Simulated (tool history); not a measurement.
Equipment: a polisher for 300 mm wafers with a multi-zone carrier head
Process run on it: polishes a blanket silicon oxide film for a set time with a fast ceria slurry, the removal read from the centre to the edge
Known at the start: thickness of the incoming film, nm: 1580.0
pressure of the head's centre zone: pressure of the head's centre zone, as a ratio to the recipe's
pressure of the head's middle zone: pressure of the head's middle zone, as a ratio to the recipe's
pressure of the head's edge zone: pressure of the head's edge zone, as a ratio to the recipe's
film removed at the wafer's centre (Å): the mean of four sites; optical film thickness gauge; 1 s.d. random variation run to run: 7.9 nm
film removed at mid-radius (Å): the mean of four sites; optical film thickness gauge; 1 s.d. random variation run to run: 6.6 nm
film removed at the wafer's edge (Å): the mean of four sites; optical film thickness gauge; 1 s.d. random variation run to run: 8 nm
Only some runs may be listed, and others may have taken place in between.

run    day  flow of slurry (ml/min)  pressure of the head's centre zone  pressure of the head's middle zone  pressure of the head's edge zone  polishing time (s)  film removed at the wafer's centre (Å)  film removed at mid-radius (Å)  film removed at the wafer's edge (Å)
  1  0.000                      125                                1.00                                1.00                              1.00                  38                                  4878.9                          4838.6                                5008.4
  2  0.050                      145                                1.00                                1.00                              1.00                  38                                  4950.6                          4952.9                                4971.8
  3  0.333                      145                                1.00                                1.00                              1.08                  38                                  5002.4                          4845.8                                5397.3
  4  0.671                      145                                1.02                                1.00                              1.08                  38                                  5027.9                          5039.2                                5299.9
  5  1.008                      145                                1.02                                1.00                              1.08                  45                                  6055.3                          5910.0                                6337.3
  6  1.150                      145                                1.03                                0.98                              1.07                  45                                  6108.6                          5805.9                                6131.2
  7  1.325                      140                                1.03                                0.96                              1.07                  45                                  6208.7                          5724.3                                6305.0
  8  1.458                      140                                1.03                                0.95                              1.06                  45                                  6149.4                          5634.3                                6206.3
  9  1.554                      140                                1.03                                0.94                              1.05                  45                                  6090.3                          5601.0                                6232.7

Run 10, settings as shown, results not yet in. Your forecast:
 10  1.579                      140                                1.04                                0.93                              1.04                  45                                       ?                               ?                                     ?

film removed at the wafer's centre (Å): 6326.2
film removed at mid-radius (Å): 5577.9
film removed at the wafer's edge (Å): 6152.0
